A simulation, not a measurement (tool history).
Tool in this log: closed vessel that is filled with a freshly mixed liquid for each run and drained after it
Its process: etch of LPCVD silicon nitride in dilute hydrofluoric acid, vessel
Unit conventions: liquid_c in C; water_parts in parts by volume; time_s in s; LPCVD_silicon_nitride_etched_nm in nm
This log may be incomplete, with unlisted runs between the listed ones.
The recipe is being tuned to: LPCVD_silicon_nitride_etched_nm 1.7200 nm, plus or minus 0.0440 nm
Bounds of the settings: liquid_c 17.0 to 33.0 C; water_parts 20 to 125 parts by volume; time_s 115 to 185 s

run  hour  liquid_c  water_parts  time_s  LPCVD_silicon_nitride_etched_nm
  1   0.0      25.0           70     185                           1.5311
  2   2.6      22.0           70     185                           1.2722
  3   3.6      22.0           70     185                           1.2537
  4   9.9      23.0           70     185                           1.3617
  5  16.1      23.0           80     185                           1.1792
  6  23.7      24.5           80     185                           1.3102
  7  30.9      25.5           80     185                           1.4022
  8  33.8      26.0           80     185                           1.4379
  9  38.5      29.5           80     185                           1.8187

Below are 4 possible settings for the next run. Only one of them brings all results inside the allowed miss of their targets. Which is it?
  A  43.2      31.0           80     185                                ?
  B  43.2      28.5           75     185                                ?
  C  43.2      27.0           70     180                                ?
  D  43.2      30.5           80     185                                ?

move  LPCVD_silicon_nitride_etched_nm
   A                           1.9862
   B                           1.8070
   C                           1.7084
   D                           1.9246
A: misses by more than the last run did
B: closer than the last run, but not yet in spec
C: meets every target
D: misses by more than the last run did
Answer: C

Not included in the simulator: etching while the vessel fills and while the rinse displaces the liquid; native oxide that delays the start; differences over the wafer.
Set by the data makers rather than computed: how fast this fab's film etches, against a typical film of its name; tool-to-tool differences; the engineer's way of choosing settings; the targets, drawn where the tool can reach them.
